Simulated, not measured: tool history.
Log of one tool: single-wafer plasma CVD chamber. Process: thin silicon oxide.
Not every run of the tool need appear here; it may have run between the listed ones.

run,hour,heater temperature setpoint (K),chamber pressure (Torr),RF power (kW),deposition time (s),mean film thickness on the monitor wafer (nm)
1,0.0,678.15,0.633,0.215,4.50,4.9481
2,5.8,678.15,0.633,0.215,4.65,5.1078
3,12.2,685.15,0.633,0.215,4.65,5.0870
4,16.6,678.15,0.633,0.215,4.65,5.1195
5,23.3,678.15,0.633,0.215,4.65,5.1544
6,31.9,678.15,0.616,0.215,4.65,4.9656

Run 7 comes next. What will it give?
7,40.8,678.15,0.603,0.215,4.65,?

Run 7 came out at mean film thickness on the monitor wafer (nm) 4.8595.

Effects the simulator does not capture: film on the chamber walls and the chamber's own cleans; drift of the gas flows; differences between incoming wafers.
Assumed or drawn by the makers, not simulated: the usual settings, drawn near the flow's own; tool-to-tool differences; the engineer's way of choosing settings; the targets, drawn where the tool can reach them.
